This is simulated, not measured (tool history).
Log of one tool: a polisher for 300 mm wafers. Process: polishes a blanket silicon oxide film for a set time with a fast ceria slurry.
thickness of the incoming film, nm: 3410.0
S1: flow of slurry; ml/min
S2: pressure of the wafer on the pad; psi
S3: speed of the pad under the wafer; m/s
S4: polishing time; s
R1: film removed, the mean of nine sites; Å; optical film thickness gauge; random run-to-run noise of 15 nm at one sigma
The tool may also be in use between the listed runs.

run	hour	S1	S2	S3	S4	R1
1	0.0	185	3.1	0.86	116	16654
2	8.1	185	3.1	1.02	116	18884
3	15.9	185	2.9	1.02	116	17785
4	17.0	185	2.7	1.02	116	16057
# hour 22.3: head pressure recalibrated
5	22.3	185	2.7	1.02	122	15592
6	25.2	185	2.7	1.10	122	16774
7	31.7	180	1.8	1.08	122	11226

Predict the results of run 8:
8	34.9	180	1.8	1.08	122	?

For run 8 the tool returned R1 11361 Å.
